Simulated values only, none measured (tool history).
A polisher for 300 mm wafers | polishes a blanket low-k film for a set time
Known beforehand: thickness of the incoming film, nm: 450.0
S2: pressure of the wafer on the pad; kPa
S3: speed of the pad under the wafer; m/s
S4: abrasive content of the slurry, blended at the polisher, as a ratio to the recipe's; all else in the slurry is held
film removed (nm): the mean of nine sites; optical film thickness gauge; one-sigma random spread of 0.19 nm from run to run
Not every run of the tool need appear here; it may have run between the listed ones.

Run 1, hour 0.0: flow of slurry (ml/min) 145, S2 12.4 kPa, S3 0.78 m/s, S4 1.0, polishing time (s) 66. Result: film removed (nm) 20.596.
Run 2, hour 2.2: flow of slurry (ml/min) 150, S2 12.4 kPa, S3 0.78 m/s, S4 1.0, polishing time (s) 66. Result: film removed (nm) 20.675.
Run 3, hour 7.2: flow of slurry (ml/min) 150, S2 13.8 kPa, S3 0.78 m/s, S4 1.0, polishing time (s) 66. Result: film removed (nm) 22.719.
Run 4, hour 11.2: flow of slurry (ml/min) 150, S2 13.8 kPa, S3 0.96 m/s, S4 1.0, polishing time (s) 66. Result: film removed (nm) 26.809.
Run 5, hour 19.3: flow of slurry (ml/min) 150, S2 13.8 kPa, S3 1.12 m/s, S4 1.0, polishing time (s) 66. Result: film removed (nm) 30.306.
Run 6, hour 27.0: flow of slurry (ml/min) 150, S2 13.8 kPa, S3 1.12 m/s, S4 1.2, polishing time (s) 66. Result: film removed (nm) 33.585.
Run 7, hour 32.3: flow of slurry (ml/min) 145, S2 13.1 kPa, S3 1.12 m/s, S4 1.2, polishing time (s) 66. Result: film removed (nm) 31.519.

The next listed run, before its measurement:
Run 8, hour 34.8: flow of slurry (ml/min) 140, S2 13.1 kPa, S3 1.12 m/s, S4 1.2, polishing time (s) 66. Result: film removed (nm) ?.

{"run 8": {"film removed (nm)": 31.127}}

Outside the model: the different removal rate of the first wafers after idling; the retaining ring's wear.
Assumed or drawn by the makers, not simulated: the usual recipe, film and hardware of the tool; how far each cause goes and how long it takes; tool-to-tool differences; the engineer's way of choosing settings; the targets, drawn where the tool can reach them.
